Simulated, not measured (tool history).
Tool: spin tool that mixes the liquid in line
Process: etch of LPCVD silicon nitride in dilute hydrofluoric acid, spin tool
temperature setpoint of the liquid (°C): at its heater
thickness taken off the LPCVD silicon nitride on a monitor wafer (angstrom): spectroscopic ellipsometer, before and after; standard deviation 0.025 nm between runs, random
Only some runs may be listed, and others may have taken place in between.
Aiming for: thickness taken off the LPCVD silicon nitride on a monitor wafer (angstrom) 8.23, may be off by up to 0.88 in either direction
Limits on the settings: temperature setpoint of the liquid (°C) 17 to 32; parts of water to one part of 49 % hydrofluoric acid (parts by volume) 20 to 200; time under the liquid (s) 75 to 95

| run | day | temperature setpoint of the liquid (°C) | parts of water to one part of 49 % hydrofluoric acid (parts by volume) | time under the liquid (s) | thickness taken off the LPCVD silicon nitride on a monitor wafer (angstrom) |
|---|---|---|---|---|---|
| 1 | 0 | 24 | 110 | 95 | 3.667 |
| 2 | 0.196 | 22.5 | 110 | 95 | 3.4081 |
| 3 | 0.475 | 22.5 | 85 | 95 | 4.0968 |
| 4 | 0.775 | 23 | 80 | 95 | 4.5737 |
|  | 0.854 | thermometer replaced |
| 5 | 0.854 | 23 | 80 | 75 | 4.1622 |
| 6 | 1.154 | 25.5 | 80 | 75 | 4.8318 |
| 7 | 1.279 | 26 | 75 | 75 | 5.3153 |
| 8 | 1.542 | 26.5 | 75 | 75 | 5.734 |

Which one of the following 5 next-run settings gets every result inside its allowed miss? There is exactly one.
| A | 1.804 | 25.5 | 105 | 75 | ? |
| B | 1.804 | 25.5 | 80 | 75 | ? |
| C | 1.804 | 25 | 60 | 95 | ? |
| D | 1.804 | 26.5 | 120 | 75 | ? |
| E | 1.804 | 27.5 | 55 | 95 | ? |

| move | thickness taken off the LPCVD silicon nitride on a monitor wafer (angstrom) |
|---|---|
| A | 3.6474 |
| B | 4.775 |
| C | 7.7712 |
| D | 3.4065 |
| E | 9.9873 |
A: moves away from the targets compared with the last run
B: moves away from the targets compared with the last run
C: every result lands within tolerance
D: moves away from the targets compared with the last run
E: moves the result that the last run missed by most past its target, out the other side
C is the move that brings every result within its allowed miss.
